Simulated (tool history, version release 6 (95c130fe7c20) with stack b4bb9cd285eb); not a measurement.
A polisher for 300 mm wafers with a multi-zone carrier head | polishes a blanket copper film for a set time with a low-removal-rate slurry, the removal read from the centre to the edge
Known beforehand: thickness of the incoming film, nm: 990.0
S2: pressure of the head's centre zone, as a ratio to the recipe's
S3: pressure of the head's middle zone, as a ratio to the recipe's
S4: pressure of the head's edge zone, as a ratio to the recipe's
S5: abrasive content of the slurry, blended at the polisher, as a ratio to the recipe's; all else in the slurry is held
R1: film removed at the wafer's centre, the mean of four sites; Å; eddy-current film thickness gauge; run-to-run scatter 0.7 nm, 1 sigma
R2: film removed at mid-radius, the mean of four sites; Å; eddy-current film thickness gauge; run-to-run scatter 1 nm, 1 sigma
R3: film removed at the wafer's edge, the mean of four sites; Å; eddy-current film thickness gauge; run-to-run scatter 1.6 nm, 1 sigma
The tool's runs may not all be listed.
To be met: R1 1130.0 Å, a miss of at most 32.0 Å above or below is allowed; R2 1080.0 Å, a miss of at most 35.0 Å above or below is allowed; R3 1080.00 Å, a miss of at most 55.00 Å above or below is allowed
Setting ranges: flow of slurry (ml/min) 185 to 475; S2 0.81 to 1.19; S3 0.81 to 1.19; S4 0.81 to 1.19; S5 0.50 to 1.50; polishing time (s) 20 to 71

Run 1, hour 0.0: flow of slurry (ml/min) 305, S2 1.00, S3 1.00, S4 1.00, S5 1.00, polishing time (s) 45. Result: R1 1301.5 Å, R2 1285.5 Å, R3 1278.70 Å.
Run 2, hour 0.6: flow of slurry (ml/min) 305, S2 0.99, S3 0.98, S4 0.96, S5 0.90, polishing time (s) 45. Result: R1 1248.2 Å, R2 1216.0 Å, R3 1231.60 Å.
Run 3, hour 2.0: flow of slurry (ml/min) 260, S2 0.99, S3 0.98, S4 0.96, S5 0.90, polishing time (s) 45. Result: R1 1231.2 Å, R2 1211.9 Å, R3 1228.30 Å.
Run 4, hour 6.0: flow of slurry (ml/min) 270, S2 0.99, S3 0.98, S4 0.93, S5 0.85, polishing time (s) 45. Result: R1 1237.6 Å, R2 1212.9 Å, R3 1189.30 Å.
At hour 9.8: centre zone pressure recalibrated.
Run 5, hour 9.8: flow of slurry (ml/min) 270, S2 0.99, S3 0.98, S4 0.98, S5 0.85, polishing time (s) 45. Result: R1 1315.6 Å, R2 1218.4 Å, R3 1219.70 Å.
Run 6, hour 14.2: flow of slurry (ml/min) 265, S2 0.96, S3 0.97, S4 0.97, S5 0.80, polishing time (s) 44. Result: R1 1208.6 Å, R2 1152.5 Å, R3 1192.50 Å.
Run 7, hour 17.5: flow of slurry (ml/min) 265, S2 0.96, S3 0.97, S4 0.95, S5 0.75, polishing time (s) 44. Result: R1 1212.9 Å, R2 1147.1 Å, R3 1174.50 Å.
Run 8, hour 18.9: flow of slurry (ml/min) 265, S2 0.96, S3 0.97, S4 0.93, S5 0.70, polishing time (s) 44. Result: R1 1189.6 Å, R2 1108.3 Å, R3 1160.50 Å.

Which single option among these 4 for the next run brings every result within its allowed miss of target? Just one does.
Run A, hour 20.3: flow of slurry (ml/min) 280, S2 0.82, S3 0.89, S4 0.94, S5 1.00, polishing time (s) 42. Result: R1 ?, R2 ?, R3 ?.
Run B, hour 20.3: flow of slurry (ml/min) 250, S2 1.17, S3 1.18, S4 1.03, S5 0.70, polishing time (s) 36. Result: R1 ?, R2 ?, R3 ?.
Run C, hour 20.3: flow of slurry (ml/min) 280, S2 0.91, S3 0.87, S4 0.99, S5 0.50, polishing time (s) 53. Result: R1 ?, R2 ?, R3 ?.
Run D, hour 20.3: flow of slurry (ml/min) 230, S2 0.97, S3 0.98, S4 0.93, S5 0.60, polishing time (s) 43. Result: R1 ?, R2 ?, R3 ?.

move      R1      R2       R3
   A  1037.4  1074.7  1165.20
   B  1183.5  1065.7   968.73
   C  1293.8  1185.6  1341.40
   D  1129.6  1064.1  1070.60
A: moves the result that the last run missed by most past its target, out the other side
B: further off than the last run
C: further off than the last run
D: all results in spec
So the answer is move D, the one that meets all the targets.
